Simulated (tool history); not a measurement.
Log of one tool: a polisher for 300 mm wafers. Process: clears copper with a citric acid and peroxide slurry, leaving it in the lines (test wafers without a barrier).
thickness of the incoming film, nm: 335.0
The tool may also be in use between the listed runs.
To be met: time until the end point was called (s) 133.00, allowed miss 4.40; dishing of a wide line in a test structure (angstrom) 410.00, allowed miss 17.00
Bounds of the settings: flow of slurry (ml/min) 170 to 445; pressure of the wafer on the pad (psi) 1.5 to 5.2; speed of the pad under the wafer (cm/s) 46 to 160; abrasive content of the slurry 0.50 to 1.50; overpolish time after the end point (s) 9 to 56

| run | day | flow of slurry (ml/min) | pressure of the wafer on the pad (psi) | speed of the pad under the wafer (cm/s) | abrasive content of the slurry | overpolish time after the end point (s) | time until the end point was called (s) | dishing of a wide line in a test structure (angstrom) |
|---|---|---|---|---|---|---|---|---|
| 1 | 0.000 | 285 | 3.3 | 102 | 1.00 | 29 | 140.85 | 501.72 |
| 2 | 0.192 | 285 | 2.9 | 102 | 1.00 | 29 | 156.61 | 468.58 |
| 3 | 0.358 | 285 | 3.0 | 102 | 1.00 | 27 | 150.15 | 440.01 |
| 4 | 0.571 | 285 | 3.0 | 102 | 1.10 | 27 | 147.19 | 448.51 |
| 5 | 0.679 | 285 | 3.0 | 102 | 0.90 | 27 | 151.25 | 440.27 |
| 6 | 0.704 | 285 | 3.8 | 102 | 0.90 | 27 | 131.25 | 513.74 |
| 7 | 0.767 | 285 | 3.8 | 102 | 0.90 | 26 | 126.93 | 495.57 |
| 8 | 1.062 | 285 | 3.8 | 102 | 0.90 | 25 | 127.71 | 487.67 |
| 9 | 1.321 | 285 | 3.8 | 102 | 0.90 | 24 | 129.50 | 471.43 |
| 10 | 1.512 | 285 | 3.8 | 102 | 0.90 | 23 | 128.11 | 458.70 |
| 11 | 1.583 | 285 | 3.6 | 102 | 0.90 | 20 | 134.48 | 384.18 |

Which of these 5 next moves meets every target?
| A | 1.654 | 350 | 3.8 | 100 | 0.75 | 20 | ? | ? |
| B | 1.654 | 265 | 3.1 | 116 | 0.85 | 22 | ? | ? |
| C | 1.654 | 320 | 3.5 | 102 | 1.00 | 24 | ? | ? |
| D | 1.654 | 345 | 3.4 | 114 | 1.05 | 17 | ? | ? |
| E | 1.654 | 300 | 3.4 | 100 | 0.80 | 27 | ? | ? |

| move | time until the end point was called (s) | dishing of a wide line in a test structure (angstrom) |
|---|---|---|
| A | 132.92 | 384.07 |
| B | 133.09 | 414.80 |
| C | 133.86 | 447.46 |
| D | 121.25 | 359.21 |
| E | 144.13 | 464.47 |
A: as far off as the last run
B: meets every target
C: takes the result that was furthest off past its target
D: further off than the last run
E: takes the result that was furthest off past its target
The right move is B.
